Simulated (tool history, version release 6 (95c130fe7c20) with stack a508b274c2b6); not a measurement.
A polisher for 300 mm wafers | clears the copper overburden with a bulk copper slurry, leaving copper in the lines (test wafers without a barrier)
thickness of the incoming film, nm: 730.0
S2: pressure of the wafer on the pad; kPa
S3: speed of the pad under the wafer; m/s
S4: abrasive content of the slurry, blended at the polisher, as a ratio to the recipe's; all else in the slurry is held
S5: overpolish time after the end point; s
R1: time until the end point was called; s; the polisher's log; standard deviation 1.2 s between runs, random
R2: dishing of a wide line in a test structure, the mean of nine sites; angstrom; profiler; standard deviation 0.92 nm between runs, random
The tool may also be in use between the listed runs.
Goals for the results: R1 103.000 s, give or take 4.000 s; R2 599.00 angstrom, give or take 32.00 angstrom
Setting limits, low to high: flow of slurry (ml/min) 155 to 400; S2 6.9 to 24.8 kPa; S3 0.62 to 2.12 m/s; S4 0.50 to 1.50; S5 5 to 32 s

{"run": 1, "hour": 0.0, "flow of slurry (ml/min)": 255, "S2": 15.9, "S3": 1.36, "S4": 1.0, "S5": 16, "R1": 73.274, "R2": 819.61}
{"run": 2, "hour": 5.3, "flow of slurry (ml/min)": 255, "S2": 15.9, "S3": 1.36, "S4": 1.15, "S5": 16, "R1": 72.973, "R2": 834.11}
{"run": 3, "hour": 7.5, "flow of slurry (ml/min)": 255, "S2": 15.9, "S3": 1.36, "S4": 1.15, "S5": 21, "R1": 73.203, "R2": 941.53}
{"run": 4, "hour": 15.1, "flow of slurry (ml/min)": 255, "S2": 15.9, "S3": 1.36, "S4": 1.15, "S5": 26, "R1": 73.088, "R2": 1068.8}
{"run": 5, "hour": 19.3, "flow of slurry (ml/min)": 255, "S2": 15.9, "S3": 1.36, "S4": 1.15, "S5": 30, "R1": 72.667, "R2": 1147.2}
{"run": 6, "hour": 24.3, "flow of slurry (ml/min)": 190, "S2": 15.9, "S3": 1.36, "S4": 1.15, "S5": 30, "R1": 72.717, "R2": 1114.3}
{"run": 7, "hour": 28.8, "flow of slurry (ml/min)": 190, "S2": 15.9, "S3": 1.36, "S4": 1.15, "S5": 30, "R1": 74.405, "R2": 1116.8}
{"run": 8, "hour": 29.8, "flow of slurry (ml/min)": 185, "S2": 14.5, "S3": 1.36, "S4": 1.15, "S5": 26, "R1": 81.103, "R2": 1008.8}
{"run": 9, "hour": 36.0, "flow of slurry (ml/min)": 185, "S2": 14.5, "S3": 1.36, "S4": 1.15, "S5": 26, "R1": 82.763, "R2": 1037.2}
{"hour": 41.1, "done": "slurry blender recalibrated"}
{"run": 10, "hour": 41.1, "flow of slurry (ml/min)": 185, "S2": 14.5, "S3": 1.32, "S4": 1.1, "S5": 21, "R1": 79.604, "R2": 901.66}
{"run": 11, "hour": 48.4, "flow of slurry (ml/min)": 185, "S2": 13.1, "S3": 1.3, "S4": 1.1, "S5": 18, "R1": 89.037, "R2": 751.14}
{"run": 12, "hour": 55.3, "flow of slurry (ml/min)": 185, "S2": 12.4, "S3": 1.3, "S4": 1.1, "S5": 17, "R1": 92.702, "R2": 705.76}

Below are 4 possible settings for the next run. Only one of them brings all results inside the allowed miss of their targets. Which is it?
{"run": "A", "hour": 62.2, "flow of slurry (ml/min)": 290, "S2": 13.1, "S3": 1.0, "S4": 1.35, "S5": 22, "R1": "?", "R2": "?"}
{"run": "B", "hour": 62.2, "flow of slurry (ml/min)": 175, "S2": 12.4, "S3": 1.1, "S4": 1.25, "S5": 15, "R1": "?", "R2": "?"}
{"run": "C", "hour": 62.2, "flow of slurry (ml/min)": 165, "S2": 9.0, "S3": 1.52, "S4": 1.35, "S5": 17, "R1": "?", "R2": "?"}
{"run": "D", "hour": 62.2, "flow of slurry (ml/min)": 155, "S2": 13.1, "S3": 1.86, "S4": 0.8, "S5": 21, "R1": "?", "R2": "?"}

move=A R1=99.118 R2=795.44
move=B R1=104.840 R2=591.46
move=C R1=112.010 R2=587.03
move=D R1=77.746 R2=887.57
A: moves away from the targets compared with the last run
B: in spec on every target
C: corrects the largest miss of the last run, while another result sits out of spec
D: moves away from the targets compared with the last run
B meets every target.
